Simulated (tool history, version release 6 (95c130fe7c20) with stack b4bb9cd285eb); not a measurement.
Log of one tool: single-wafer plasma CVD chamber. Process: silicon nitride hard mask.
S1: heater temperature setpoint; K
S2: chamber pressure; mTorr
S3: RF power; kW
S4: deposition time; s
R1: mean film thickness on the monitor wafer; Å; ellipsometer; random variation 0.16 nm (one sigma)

| run | hour | S1 | S2 | S3 | S4 | R1 |
|---|---|---|---|---|---|---|
| 1 | 0.0 | 653.15 | 1130 | 0.370 | 45.4 | 589.91 |
| 2 | 4.3 | 653.15 | 1090 | 0.365 | 45.4 | 579.93 |
| 3 | 5.2 | 653.15 | 1090 | 0.365 | 45.4 | 578.29 |
| 4 | 7.9 | 653.15 | 1050 | 0.360 | 45.4 | 564.03 |
| 5 | 13.2 | 653.15 | 1010 | 0.360 | 45.4 | 553.69 |
| 6 | 20.1 | 653.15 | 980 | 0.360 | 45.4 | 548.40 |
| 7 | 27.3 | 653.15 | 980 | 0.360 | 45.4 | 548.95 |
| 8 | 34.8 | 653.15 | 950 | 0.360 | 45.4 | 542.43 |
| 9 | 39.9 | 653.15 | 920 | 0.360 | 45.4 | 534.74 |
| 10 | 45.1 | 653.15 | 900 | 0.360 | 45.4 | 529.45 |
| 11 | 53.3 | 653.15 | 880 | 0.360 | 45.4 | 521.05 |
| 12 | 61.7 | 653.15 | 860 | 0.360 | 45.4 | 516.46 |
| 13 | 68.8 | 653.15 | 840 | 0.360 | 45.4 | 509.69 |
| 14 | 77.3 | 653.15 | 830 | 0.360 | 45.4 | 504.58 |
| 15 | 78.9 | 653.15 | 830 | 0.360 | 45.4 | 507.86 |
| 16 | 80.3 | 653.15 | 820 | 0.360 | 45.4 | 502.77 |

Run 17 comes next. What will it give?
| 17 | 87.8 | 653.15 | 810 | 0.360 | 45.4 | ? |

Run 17 gave R1 501.79 Å.
